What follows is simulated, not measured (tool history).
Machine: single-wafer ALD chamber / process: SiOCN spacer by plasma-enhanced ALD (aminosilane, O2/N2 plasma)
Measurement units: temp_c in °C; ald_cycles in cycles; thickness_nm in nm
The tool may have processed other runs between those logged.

run	hour	temp_c	ald_cycles	thickness_nm
1	0	420	99	5.5949
2	1.6	420	91	5.1578
3	7.7	410	91	5.3144
4	8.5	418	91	5.1178
5	11	418	84	4.7373
6	14.2	418	92	5.2407
7	20.7	409	108	6.3189
8	26	408	109	6.4175

What will run 9 give?
9	27	407	110	?

{"run 9": {"thickness_nm": 6.456}}

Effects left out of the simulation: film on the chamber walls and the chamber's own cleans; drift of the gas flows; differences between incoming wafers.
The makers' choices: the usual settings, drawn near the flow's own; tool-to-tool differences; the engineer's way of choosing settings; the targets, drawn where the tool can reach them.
